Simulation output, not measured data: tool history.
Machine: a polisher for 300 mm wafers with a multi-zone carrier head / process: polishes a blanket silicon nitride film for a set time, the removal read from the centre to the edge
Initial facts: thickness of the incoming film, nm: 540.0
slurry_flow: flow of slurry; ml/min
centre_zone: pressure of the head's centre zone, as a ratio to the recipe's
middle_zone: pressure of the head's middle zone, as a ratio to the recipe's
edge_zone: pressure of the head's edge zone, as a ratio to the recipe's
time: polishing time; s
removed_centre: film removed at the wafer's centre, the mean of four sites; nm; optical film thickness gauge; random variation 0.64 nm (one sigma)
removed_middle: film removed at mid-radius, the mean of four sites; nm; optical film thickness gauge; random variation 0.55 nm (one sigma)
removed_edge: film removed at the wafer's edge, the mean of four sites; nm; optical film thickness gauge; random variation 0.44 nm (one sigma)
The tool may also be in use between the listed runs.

Run 1, hour 0: slurry_flow 255 ml/min, centre_zone 1, middle_zone 1, edge_zone 1, time 41 s. Result: removed_centre 64.775 nm, removed_middle 64.571 nm, removed_edge 62.043 nm.
Run 2, hour 1.7: slurry_flow 255 ml/min, centre_zone 1, middle_zone 1, edge_zone 0.92, time 41 s. Result: removed_centre 64.37 nm, removed_middle 63.922 nm, removed_edge 59.609 nm.
Run 3, hour 3.9: slurry_flow 255 ml/min, centre_zone 1, middle_zone 1, edge_zone 0.92, time 50 s. Result: removed_centre 77.269 nm, removed_middle 79.738 nm, removed_edge 72.183 nm.
Run 4, hour 4.4: slurry_flow 255 ml/min, centre_zone 1, middle_zone 1, edge_zone 0.84, time 50 s. Result: removed_centre 80.5 nm, removed_middle 78.792 nm, removed_edge 69.644 nm.
Run 5, hour 8.5: slurry_flow 310 ml/min, centre_zone 1, middle_zone 1, edge_zone 0.84, time 50 s. Result: removed_centre 81.879 nm, removed_middle 80.563 nm, removed_edge 70.152 nm.
Run 6, hour 14.7: slurry_flow 280 ml/min, centre_zone 1, middle_zone 1, edge_zone 0.84, time 50 s. Result: removed_centre 79.286 nm, removed_middle 78.72 nm, removed_edge 70.504 nm.
Run 7, hour 18.2: slurry_flow 280 ml/min, centre_zone 0.97, middle_zone 1.02, edge_zone 0.84, time 44 s. Result: removed_centre 67.633 nm, removed_middle 69.505 nm, removed_edge 61.87 nm.
Run 8, hour 25.1: slurry_flow 280 ml/min, centre_zone 0.96, middle_zone 1.05, edge_zone 0.84, time 40 s. Result: removed_centre 61.785 nm, removed_middle 64.784 nm, removed_edge 55.246 nm.
Run 9, hour 30.8: slurry_flow 280 ml/min, centre_zone 0.96, middle_zone 1.05, edge_zone 0.84, time 40 s. Result: removed_centre 60.543 nm, removed_middle 65.666 nm, removed_edge 55.388 nm.
Run 10, hour 39: slurry_flow 275 ml/min, centre_zone 0.94, middle_zone 1.05, edge_zone 0.84, time 37 s. Result: removed_centre 54.741 nm, removed_middle 60.918 nm, removed_edge 51.783 nm.
Run 11, hour 43.5: slurry_flow 275 ml/min, centre_zone 0.94, middle_zone 1.05, edge_zone 0.84, time 37 s. Result: removed_centre 55.657 nm, removed_middle 60.673 nm, removed_edge 52.039 nm.

Run 12 comes next. What will it give?
Run 12, hour 46: slurry_flow 270 ml/min, centre_zone 0.93, middle_zone 1.05, edge_zone 0.83, time 35 s. Result: removed_centre ?, removed_middle ?, removed_edge ?.

{"run 12": {"removed_centre": 52.307, "removed_middle": 56.343, "removed_edge": 48.255}}

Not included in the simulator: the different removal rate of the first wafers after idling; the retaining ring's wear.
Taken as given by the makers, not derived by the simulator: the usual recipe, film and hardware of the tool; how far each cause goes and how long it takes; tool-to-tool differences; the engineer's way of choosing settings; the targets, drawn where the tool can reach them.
